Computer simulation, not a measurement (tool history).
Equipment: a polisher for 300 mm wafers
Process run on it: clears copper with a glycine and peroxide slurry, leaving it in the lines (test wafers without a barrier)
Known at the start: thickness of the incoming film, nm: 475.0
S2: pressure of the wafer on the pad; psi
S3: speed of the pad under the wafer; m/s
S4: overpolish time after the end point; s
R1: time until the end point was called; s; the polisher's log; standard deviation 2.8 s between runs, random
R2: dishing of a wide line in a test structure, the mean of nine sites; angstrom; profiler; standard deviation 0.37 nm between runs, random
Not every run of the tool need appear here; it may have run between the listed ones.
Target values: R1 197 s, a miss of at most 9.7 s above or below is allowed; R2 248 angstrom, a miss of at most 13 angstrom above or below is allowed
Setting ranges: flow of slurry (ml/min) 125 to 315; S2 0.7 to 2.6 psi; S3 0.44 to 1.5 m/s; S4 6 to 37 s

Run 1, day 0: flow of slurry (ml/min) 205, S2 1.6 psi, S3 0.96 m/s, S4 19 s. Result: R1 132.17 s, R2 360.07 angstrom.
Run 2, day 0.221: flow of slurry (ml/min) 205, S2 1.4 psi, S3 0.96 m/s, S4 18 s. Result: R1 141.51 s, R2 335.71 angstrom.
Run 3, day 0.304: flow of slurry (ml/min) 205, S2 1.8 psi, S3 0.96 m/s, S4 18 s. Result: R1 119.49 s, R2 366.54 angstrom.
Run 4, day 0.333: flow of slurry (ml/min) 205, S2 1.8 psi, S3 1.06 m/s, S4 18 s. Result: R1 112.82 s, R2 385 angstrom.
Run 5, day 0.692: flow of slurry (ml/min) 205, S2 1.6 psi, S3 1.06 m/s, S4 18 s. Result: R1 121.55 s, R2 365.5 angstrom.
Run 6, day 0.788: flow of slurry (ml/min) 205, S2 2 psi, S3 1.06 m/s, S4 18 s. Result: R1 104.92 s, R2 394.9 angstrom.
Run 7, day 1.129: flow of slurry (ml/min) 205, S2 1.8 psi, S3 1 m/s, S4 17 s. Result: R1 117.57 s, R2 357.56 angstrom.
Run 8, day 1.367: flow of slurry (ml/min) 200, S2 1.3 psi, S3 0.82 m/s, S4 15 s. Result: R1 160.82 s, R2 274.47 angstrom.
Run 9, day 1.429: flow of slurry (ml/min) 200, S2 1.2 psi, S3 0.82 m/s, S4 15 s. Result: R1 164.38 s, R2 264.38 angstrom.
Run 10, day 1.558: flow of slurry (ml/min) 200, S2 1.1 psi, S3 0.82 m/s, S4 15 s. Result: R1 171.25 s, R2 259.47 angstrom.
At day 1.879: head pressure recalibrated.
Run 11, day 1.879: flow of slurry (ml/min) 200, S2 1 psi, S3 0.82 m/s, S4 15 s. Result: R1 187.45 s, R2 250.82 angstrom.

5 next moves are on the table. One of them brings every result within its allowed miss. Which?
Run A, day 2.2: flow of slurry (ml/min) 170, S2 1.6 psi, S3 0.68 m/s, S4 15 s. Result: R1 ?, R2 ?.
Run B, day 2.2: flow of slurry (ml/min) 255, S2 1.1 psi, S3 0.82 m/s, S4 15 s. Result: R1 ?, R2 ?.
Run C, day 2.2: flow of slurry (ml/min) 215, S2 1.1 psi, S3 0.84 m/s, S4 14 s. Result: R1 ?, R2 ?.
Run D, day 2.2: flow of slurry (ml/min) 160, S2 1 psi, S3 0.8 m/s, S4 16 s. Result: R1 ?, R2 ?.
Run E, day 2.2: flow of slurry (ml/min) 205, S2 1 psi, S3 0.9 m/s, S4 15 s. Result: R1 ?, R2 ?.

move      R1      R2
   A  175.33  266.22
   B  177.11  261.58
   C  178.04  247.07
   D  198.55  252.44
   E  179.03  258.01
A: misses by more than the last run did
B: misses by more than the last run did
C: misses by more than the last run did
D: every result within its allowed miss
E: misses by more than the last run did
The right move is D.
